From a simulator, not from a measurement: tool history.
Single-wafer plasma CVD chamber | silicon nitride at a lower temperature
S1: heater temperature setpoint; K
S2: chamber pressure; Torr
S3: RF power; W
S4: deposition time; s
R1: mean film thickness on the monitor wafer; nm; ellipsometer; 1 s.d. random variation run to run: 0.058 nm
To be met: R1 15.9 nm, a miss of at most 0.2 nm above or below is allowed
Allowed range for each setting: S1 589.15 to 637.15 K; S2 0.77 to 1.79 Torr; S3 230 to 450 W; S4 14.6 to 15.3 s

{"run": 1, "hour": 0.0, "S1": 613.15, "S2": 1.28, "S3": 340, "S4": 15.3, "R1": 17.745}
{"run": 2, "hour": 8.6, "S1": 613.15, "S2": 1.28, "S3": 340, "S4": 14.6, "R1": 16.879}
{"run": 3, "hour": 9.4, "S1": 613.15, "S2": 1.24, "S3": 340, "S4": 14.6, "R1": 16.676}
{"run": 4, "hour": 11.8, "S1": 613.15, "S2": 1.24, "S3": 340, "S4": 15.3, "R1": 17.571}
{"run": 5, "hour": 15.4, "S1": 613.15, "S2": 1.05, "S3": 340, "S4": 15.3, "R1": 16.893}
{"run": 6, "hour": 16.4, "S1": 613.15, "S2": 1.01, "S3": 340, "S4": 15.3, "R1": 16.744}
{"run": 7, "hour": 21.1, "S1": 613.15, "S2": 0.77, "S3": 335, "S4": 15.3, "R1": 15.414}
{"run": 8, "hour": 29.7, "S1": 613.15, "S2": 0.79, "S3": 335, "S4": 15.3, "R1": 15.588}
{"run": 9, "hour": 33.3, "S1": 613.15, "S2": 0.8, "S3": 335, "S4": 15.3, "R1": 15.581}

4 next moves are on the table. One of them brings every result within its allowed miss. Which?
{"run": "A", "hour": 36.9, "S1": 609.15, "S2": 0.77, "S3": 345, "S4": 14.7, "R1": "?"}
{"run": "B", "hour": 36.9, "S1": 608.15, "S2": 0.77, "S3": 340, "S4": 14.9, "R1": "?"}
{"run": "C", "hour": 36.9, "S1": 621.15, "S2": 0.79, "S3": 345, "S4": 15.3, "R1": "?"}
{"run": "D", "hour": 36.9, "S1": 610.15, "S2": 0.93, "S3": 315, "S4": 15.3, "R1": "?"}

move=A R1=15.189
move=B R1=15.24
move=C R1=15.83
move=D R1=15.482
A: lands further from the targets than the last run did
B: lands further from the targets than the last run did
C: each result inside its tolerance
D: lands further from the targets than the last run did
C is the move that brings every result within its allowed miss.
